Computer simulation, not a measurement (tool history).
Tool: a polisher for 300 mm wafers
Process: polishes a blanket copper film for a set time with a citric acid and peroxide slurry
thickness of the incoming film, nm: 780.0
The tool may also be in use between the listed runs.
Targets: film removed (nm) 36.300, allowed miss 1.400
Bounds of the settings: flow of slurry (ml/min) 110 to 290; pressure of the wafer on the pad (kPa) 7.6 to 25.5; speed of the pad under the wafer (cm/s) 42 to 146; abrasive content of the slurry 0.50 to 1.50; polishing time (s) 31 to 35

| run | hour | flow of slurry (ml/min) | pressure of the wafer on the pad (kPa) | speed of the pad under the wafer (cm/s) | abrasive content of the slurry | polishing time (s) | film removed (nm) |
|---|---|---|---|---|---|---|---|
| 1 | 0.0 | 185 | 16.5 | 94 | 1.00 | 35 | 54.788 |
| 2 | 5.7 | 185 | 16.5 | 94 | 0.90 | 35 | 53.801 |
| 3 | 12.2 | 185 | 16.5 | 72 | 0.90 | 35 | 42.304 |
| 4 | 19.3 | 205 | 16.5 | 72 | 0.90 | 35 | 42.080 |
| 5 | 20.5 | 205 | 16.5 | 88 | 0.90 | 35 | 50.933 |
| 6 | 28.5 | 205 | 16.5 | 88 | 1.05 | 35 | 52.421 |
| 7 | 32.0 | 205 | 15.2 | 88 | 1.05 | 35 | 49.831 |
| 8 | 37.2 | 205 | 13.8 | 88 | 1.05 | 35 | 44.485 |
| 9 | 39.9 | 205 | 13.1 | 88 | 1.05 | 35 | 43.208 |
| 10 | 42.8 | 205 | 12.4 | 88 | 1.05 | 35 | 40.858 |

5 next moves are on the table. One of them brings every result within its allowed miss. Which?
| A | 45.7 | 185 | 13.1 | 86 | 0.95 | 34 | ? |
| B | 45.7 | 200 | 11.7 | 92 | 1.05 | 34 | ? |
| C | 45.7 | 205 | 11.7 | 92 | 1.05 | 31 | ? |
| D | 45.7 | 190 | 13.1 | 90 | 0.95 | 32 | ? |
| E | 45.7 | 205 | 11.7 | 94 | 0.95 | 34 | ? |

| move | film removed (nm) |
|---|---|
| A | 39.458 |
| B | 39.365 |
| C | 36.017 |
| D | 38.905 |
| E | 39.132 |
A: nearer than the last run, and not there yet
B: nearer than the last run, and not there yet
C: meets every target
D: nearer than the last run, and not there yet
E: nearer than the last run, and not there yet
Answer: C

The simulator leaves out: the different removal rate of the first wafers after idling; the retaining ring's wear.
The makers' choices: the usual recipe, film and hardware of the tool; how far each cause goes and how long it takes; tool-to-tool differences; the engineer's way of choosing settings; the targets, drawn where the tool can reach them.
